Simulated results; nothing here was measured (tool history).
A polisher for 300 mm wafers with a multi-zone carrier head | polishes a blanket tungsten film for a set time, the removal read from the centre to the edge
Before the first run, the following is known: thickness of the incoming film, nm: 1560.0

run	hour	flow of slurry (ml/min)	pressure of the head's centre zone	pressure of the head's middle zone	pressure of the head's edge zone	abrasive content of the slurry	polishing time (s)	film removed at the wafer's centre (nm)	film removed at mid-radius (nm)	film removed at the wafer's edge (nm)
1	0	125	1	1	1	1	45	241.14	242.59	248.12
2	1.8	120	1.01	0.99	0.98	1	45	241.88	240.14	248.34
3	7	115	1.02	0.98	0.96	0.95	45	239.61	235.93	241.3
4	15.2	135	1.02	0.98	0.96	0.95	45	250.5	242	245.13
5	21.6	130	1.02	0.97	0.94	0.9	45	240.36	234.88	237
6	26.6	100	1.02	0.97	0.94	0.9	45	230.73	221.77	228.26
7	29.7	95	1.02	0.97	0.93	0.9	45	226.13	220.6	229.12

Run 8 has not been measured yet. What should we expect?
8	32.8	95	1.07	0.93	0.84	0.8	45	?	?	?

film removed at the wafer's centre (nm): 230.52
film removed at mid-radius (nm): 206.29
film removed at the wafer's edge (nm): 211.4

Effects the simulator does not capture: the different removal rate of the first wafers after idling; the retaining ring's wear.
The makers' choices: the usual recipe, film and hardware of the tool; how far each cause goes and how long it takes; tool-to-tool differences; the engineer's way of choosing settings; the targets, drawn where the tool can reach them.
